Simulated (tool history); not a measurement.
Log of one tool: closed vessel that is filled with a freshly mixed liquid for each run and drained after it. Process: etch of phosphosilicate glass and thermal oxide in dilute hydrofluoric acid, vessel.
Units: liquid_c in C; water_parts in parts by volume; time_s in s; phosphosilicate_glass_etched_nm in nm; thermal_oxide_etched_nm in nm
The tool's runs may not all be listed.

run	hour	liquid_c	water_parts	time_s	phosphosilicate_glass_etched_nm	thermal_oxide_etched_nm
1	0	21	105	60	87.588	2.763
2	6.4	21	105	70	101.45	3.1587
3	13.3	21	120	70	86.973	2.7931
4	19.3	21	120	85	105.62	3.3336
5	26.7	23	105	85	132.85	4.1884
6	32.5	24.5	95	85	158.25	4.9873
7	39	25.5	85	85	187.48	5.9209
8	40.1	26.5	80	85	206.97	6.6056
9	41.1	27	75	85	226.04	7.0543
10	44	27	75	85	227.31	7.2142

Forecast run 11:
11	50.2	29	65	85	?	?

{"run 11": {"phosphosilicate_glass_etched_nm": 290.29, "thermal_oxide_etched_nm": 8.9611}}
